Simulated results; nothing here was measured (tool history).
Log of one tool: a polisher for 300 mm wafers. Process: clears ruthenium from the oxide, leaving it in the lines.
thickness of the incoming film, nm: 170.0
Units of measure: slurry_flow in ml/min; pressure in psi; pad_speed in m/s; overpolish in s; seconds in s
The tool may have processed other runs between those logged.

{"run": 1, "hour": 0.0, "slurry_flow": 240, "pressure": 2.3, "pad_speed": 1.2, "overpolish": 5, "seconds": 114.99}
{"run": 2, "hour": 5.1, "slurry_flow": 260, "pressure": 2.3, "pad_speed": 1.2, "overpolish": 5, "seconds": 113.41}
{"run": 3, "hour": 6.8, "slurry_flow": 265, "pressure": 2.6, "pad_speed": 1.2, "overpolish": 5, "seconds": 103.7}
{"run": 4, "hour": 11.8, "slurry_flow": 265, "pressure": 2.9, "pad_speed": 1.22, "overpolish": 5, "seconds": 90.814}
{"run": 5, "hour": 13.9, "slurry_flow": 205, "pressure": 2.9, "pad_speed": 1.22, "overpolish": 5, "seconds": 94.875}
{"run": 6, "hour": 20.1, "slurry_flow": 205, "pressure": 2.9, "pad_speed": 1.22, "overpolish": 5, "seconds": 94.289}
{"run": 7, "hour": 25.6, "slurry_flow": 210, "pressure": 3.1, "pad_speed": 1.24, "overpolish": 5, "seconds": 85.933}
{"run": 8, "hour": 31.8, "slurry_flow": 215, "pressure": 3.3, "pad_speed": 1.24, "overpolish": 5, "seconds": 82.485}
{"run": 9, "hour": 38.5, "slurry_flow": 215, "pressure": 3.4, "pad_speed": 1.26, "overpolish": 5, "seconds": 78.563}
{"run": 10, "hour": 40.7, "slurry_flow": 215, "pressure": 3.5, "pad_speed": 1.28, "overpolish": 5, "seconds": 76.636}
{"run": 11, "hour": 41.4, "slurry_flow": 215, "pressure": 3.5, "pad_speed": 1.28, "overpolish": 5, "seconds": 76.534}

Run 12 comes next. What will it give?
{"run": 12, "hour": 46.2, "slurry_flow": 215, "pressure": 3.5, "pad_speed": 1.3, "overpolish": 5, "seconds": "?"}

{"run 12": {"seconds": 72.647}}
